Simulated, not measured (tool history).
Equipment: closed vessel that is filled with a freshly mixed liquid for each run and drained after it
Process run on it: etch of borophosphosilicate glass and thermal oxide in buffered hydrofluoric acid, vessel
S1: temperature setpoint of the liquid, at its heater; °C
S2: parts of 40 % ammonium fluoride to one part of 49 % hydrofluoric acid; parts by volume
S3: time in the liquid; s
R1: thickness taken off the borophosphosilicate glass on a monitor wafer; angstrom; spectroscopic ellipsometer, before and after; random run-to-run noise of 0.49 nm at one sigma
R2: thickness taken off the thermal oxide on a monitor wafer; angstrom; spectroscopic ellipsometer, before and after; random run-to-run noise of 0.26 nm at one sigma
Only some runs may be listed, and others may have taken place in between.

run	hour	S1	S2	S3	R1	R2
1	0	22	19.5	60	479.84	279.23
2	1.1	23	19.5	60	498.63	298.13
3	7.1	23	19.5	40	334.07	199.54
4	8.1	24	18	40	378.68	223.23
5	13.5	21	18	40	320.09	188.16
6	21.1	21	21.5	40	281.87	166.84
7	23.4	22.5	19.5	40	322.14	192.73
8	29.5	23.5	18	40	366.23	218.32
9	34.5	24.5	17	40	410.59	242.08
10	35.1	25.5	16.5	40	439.93	263.21
11	37.6	29.5	10.5	40	845.41	504.86
12	41.6	29	10.5	40	831.39	501.02
13	50.1	29	10.5	40	833.78	489.93
14	51.4	29	10.5	40	829.2	498.33
# hour 53.4: hydrofluoric acid flow meter replaced
15	53.4	25	10.5	40	735.94	438.79
16	54.7	24.5	10.5	40	714.73	428.03

Run 17 comes next. What will it give?
17	56.9	24	10.5	40	?	?

{"run 17": {"R1": 692.62, "R2": 406.67}}
